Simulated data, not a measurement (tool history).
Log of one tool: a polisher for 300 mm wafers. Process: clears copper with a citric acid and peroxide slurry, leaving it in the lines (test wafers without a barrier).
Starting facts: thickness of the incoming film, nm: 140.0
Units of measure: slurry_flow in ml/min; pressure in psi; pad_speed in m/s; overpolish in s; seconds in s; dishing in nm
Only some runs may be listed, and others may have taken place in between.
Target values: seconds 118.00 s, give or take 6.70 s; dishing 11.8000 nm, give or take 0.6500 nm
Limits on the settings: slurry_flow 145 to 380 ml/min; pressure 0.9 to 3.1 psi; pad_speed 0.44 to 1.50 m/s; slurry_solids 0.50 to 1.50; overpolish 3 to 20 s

run,hour,slurry_flow,pressure,pad_speed,slurry_solids,overpolish,seconds,dishing
1,0.0,245,2.0,0.96,1.00,10,106.57,8.9563
2,5.9,245,2.0,0.96,1.00,11,102.32,9.8180
3,11.5,245,1.9,0.96,1.00,12,105.66,10.1470
4,13.8,220,1.9,0.96,1.00,12,110.02,10.0420
5,16.3,220,1.9,0.96,1.15,12,104.17,10.0760
6,21.6,220,1.7,0.96,1.15,12,118.22,9.1928
7,29.4,215,1.7,0.96,1.15,13,119.06,9.9929
8,36.9,210,1.7,0.96,1.15,13,118.65,9.8697
9,37.5,205,1.7,0.96,1.10,14,121.04,10.6500

4 candidate next runs follow, results not yet known. Just one meets every target within its allowed miss. Identify it.
A,38.1,215,1.7,1.00,0.95,16,?,?
B,38.1,290,1.7,1.04,1.40,13,?,?
C,38.1,205,1.8,0.90,1.15,14,?,?
D,38.1,155,2.0,1.04,1.05,12,?,?

move,seconds,dishing
A,119.96,11.6050
B,104.04,10.9900
C,116.44,10.6570
D,103.32,10.3640
A: all results land within tolerance of their targets
B: misses by more than the last run did
C: just as far off the targets as the last run
D: misses by more than the last run did
A meets every target.

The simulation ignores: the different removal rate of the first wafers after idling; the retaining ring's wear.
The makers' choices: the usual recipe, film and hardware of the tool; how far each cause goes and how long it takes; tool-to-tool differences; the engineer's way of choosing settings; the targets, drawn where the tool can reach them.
